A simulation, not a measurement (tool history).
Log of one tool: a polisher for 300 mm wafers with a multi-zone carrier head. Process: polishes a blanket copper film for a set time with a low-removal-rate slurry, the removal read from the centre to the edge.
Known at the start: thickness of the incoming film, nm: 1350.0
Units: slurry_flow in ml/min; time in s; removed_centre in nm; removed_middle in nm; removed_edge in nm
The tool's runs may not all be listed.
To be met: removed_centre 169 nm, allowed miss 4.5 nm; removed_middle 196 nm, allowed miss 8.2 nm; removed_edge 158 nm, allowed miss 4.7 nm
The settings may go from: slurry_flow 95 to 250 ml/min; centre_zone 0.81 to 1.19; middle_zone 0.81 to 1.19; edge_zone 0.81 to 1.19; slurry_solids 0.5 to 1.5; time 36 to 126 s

| run | hour | slurry_flow | centre_zone | middle_zone | edge_zone | slurry_solids | time | removed_centre | removed_middle | removed_edge |
|---|---|---|---|---|---|---|---|---|---|---|
| 1 | 0 | 160 | 1 | 1 | 1 | 1 | 81 | 253.2 | 253.05 | 247.11 |
| 2 | 3.8 | 160 | 1 | 1 | 1 | 1 | 74 | 229.54 | 235.37 | 226.21 |
| 3 | 9 | 160 | 1.08 | 1 | 1 | 1 | 74 | 252.78 | 229.09 | 224.29 |
| 4 | 9.6 | 160 | 1.08 | 1 | 1 | 1.2 | 74 | 264.76 | 244.08 | 239.57 |
| 5 | 15.7 | 160 | 1.06 | 1.01 | 0.98 | 1.1 | 73 | 247.99 | 241.18 | 226.87 |
| 6 | 20.3 | 180 | 1.06 | 1.01 | 0.98 | 1.1 | 73 | 253.74 | 247.63 | 231 |
| 7 | 22.2 | 175 | 1.04 | 1.01 | 0.96 | 1 | 72 | 238.58 | 234.34 | 217.79 |
| 8 | 29.5 | 170 | 1.02 | 1.02 | 0.94 | 0.9 | 71 | 222.85 | 221.19 | 204.81 |

4 next moves are on the table. One of them brings every result within its allowed miss. Which?
| A | 36.8 | 135 | 0.97 | 0.89 | 1.09 | 1.05 | 89 | ? | ? | ? |
| B | 36.8 | 155 | 0.85 | 0.81 | 1.13 | 0.9 | 100 | ? | ? | ? |
| C | 36.8 | 130 | 1 | 1.17 | 0.88 | 1 | 57 | ? | ? | ? |
| D | 36.8 | 195 | 1.13 | 0.88 | 0.99 | 0.65 | 98 | ? | ? | ? |

| move | removed_centre | removed_middle | removed_edge |
|---|---|---|---|
| A | 263.27 | 248.48 | 281.11 |
| B | 255.87 | 254.6 | 314.35 |
| C | 169.94 | 195.97 | 158.58 |
| D | 315.48 | 250.44 | 267.63 |
A: further off than the last run
B: further off than the last run
C: meets every target
D: further off than the last run
The right move is C.
